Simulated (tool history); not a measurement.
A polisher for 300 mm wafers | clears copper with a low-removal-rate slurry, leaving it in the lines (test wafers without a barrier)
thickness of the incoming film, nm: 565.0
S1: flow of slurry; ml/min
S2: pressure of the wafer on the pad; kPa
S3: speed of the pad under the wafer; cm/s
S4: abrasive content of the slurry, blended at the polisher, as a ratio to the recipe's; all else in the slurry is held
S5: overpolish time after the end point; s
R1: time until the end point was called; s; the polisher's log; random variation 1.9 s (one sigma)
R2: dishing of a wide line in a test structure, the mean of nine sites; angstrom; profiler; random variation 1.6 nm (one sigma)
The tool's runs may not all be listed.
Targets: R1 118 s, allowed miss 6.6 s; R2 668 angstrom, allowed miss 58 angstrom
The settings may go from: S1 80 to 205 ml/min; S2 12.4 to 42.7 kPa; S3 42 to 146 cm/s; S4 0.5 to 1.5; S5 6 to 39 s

Run 1, day 0: S1 135 ml/min, S2 27.6 kPa, S3 94 cm/s, S4 1, S5 20 s. Result: R1 154.8 s, R2 474.7 angstrom.
Run 2, day 0.275: S1 135 ml/min, S2 27.6 kPa, S3 94 cm/s, S4 0.9, S5 20 s. Result: R1 159.52 s, R2 463.46 angstrom.
Run 3, day 0.517: S1 125 ml/min, S2 27.6 kPa, S3 94 cm/s, S4 0.9, S5 20 s. Result: R1 156.23 s, R2 465.37 angstrom.
Run 4, day 0.75: S1 125 ml/min, S2 27.6 kPa, S3 94 cm/s, S4 0.7, S5 20 s. Result: R1 173.84 s, R2 453.47 angstrom.
Run 5, day 0.971: S1 125 ml/min, S2 27.6 kPa, S3 94 cm/s, S4 0.7, S5 15 s. Result: R1 164.65 s, R2 344.57 angstrom.
Run 6, day 1.158: S1 125 ml/min, S2 29 kPa, S3 94 cm/s, S4 0.7, S5 16 s. Result: R1 163.04 s, R2 384.05 angstrom.
Run 7, day 1.225: S1 130 ml/min, S2 36.5 kPa, S3 96 cm/s, S4 0.7, S5 20 s. Result: R1 128.92 s, R2 544.03 angstrom.
Run 8, day 1.417: S1 130 ml/min, S2 37.2 kPa, S3 96 cm/s, S4 0.7, S5 20 s. Result: R1 126.86 s, R2 592.96 angstrom.

Which of these 4 next moves meets every target?
Run A, day 1.608: S1 130 ml/min, S2 35.2 kPa, S3 102 cm/s, S4 0.55, S5 20 s. Result: R1 ?, R2 ?.
Run B, day 1.608: S1 125 ml/min, S2 36.5 kPa, S3 98 cm/s, S4 0.7, S5 19 s. Result: R1 ?, R2 ?.
Run C, day 1.608: S1 130 ml/min, S2 40 kPa, S3 92 cm/s, S4 0.8, S5 22 s. Result: R1 ?, R2 ?.
Run D, day 1.608: S1 90 ml/min, S2 40 kPa, S3 96 cm/s, S4 0.5, S5 22 s. Result: R1 ?, R2 ?.

move      R1      R2
   A   134.1  549.66
   B  128.66  545.97
   C  121.06  653.36
   D  142.38  569.81
A: further off than the last run
B: further off than the last run
C: meets every target
D: further off than the last run
Move C is the one to make.
